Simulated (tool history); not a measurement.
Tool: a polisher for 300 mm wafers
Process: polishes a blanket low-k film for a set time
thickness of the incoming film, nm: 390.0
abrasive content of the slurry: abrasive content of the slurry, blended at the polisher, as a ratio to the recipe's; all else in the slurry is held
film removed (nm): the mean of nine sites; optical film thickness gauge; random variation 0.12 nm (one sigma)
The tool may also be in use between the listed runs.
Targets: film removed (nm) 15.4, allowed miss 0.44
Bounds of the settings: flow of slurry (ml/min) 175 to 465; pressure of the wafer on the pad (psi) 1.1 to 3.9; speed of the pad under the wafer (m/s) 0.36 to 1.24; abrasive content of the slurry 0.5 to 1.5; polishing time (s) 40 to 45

run,hour,flow of slurry (ml/min),pressure of the wafer on the pad (psi),speed of the pad under the wafer (m/s),abrasive content of the slurry,polishing time (s),film removed (nm)
1,0,295,2.5,0.8,1,45,18.899
2,6.8,295,2.4,0.8,1,45,18.232
3,14.9,295,2.4,0.94,1,45,20.71
4,23.8,295,2.4,0.88,1,45,19.52
# hour 31.2: slurry nozzle cleaned
5,31.2,295,2.6,0.88,1,45,22.272
6,36.9,295,2.4,0.88,1,45,20.674
7,44.2,295,2.2,0.88,1,45,18.98
8,51.6,295,2,0.88,1,45,17.531
9,57,290,1.6,0.88,1,45,13.858
10,65.6,310,1.6,0.88,1,45,14.115

4 next moves are on the table. One of them brings every result within its allowed miss. Which?
A,74.2,320,1.9,0.8,1,45,?
B,74.2,180,2.2,0.94,0.85,45,?
C,74.2,320,1.2,1.1,1,45,?
D,74.2,295,1.7,0.86,1.05,41,?

move,film removed (nm)
A,15.334
B,16.749
C,12.78
D,13.65
A: meets every target
B: takes the result that was furthest off past its target
C: further off than the last run
D: further off than the last run
Move A is the one to make.
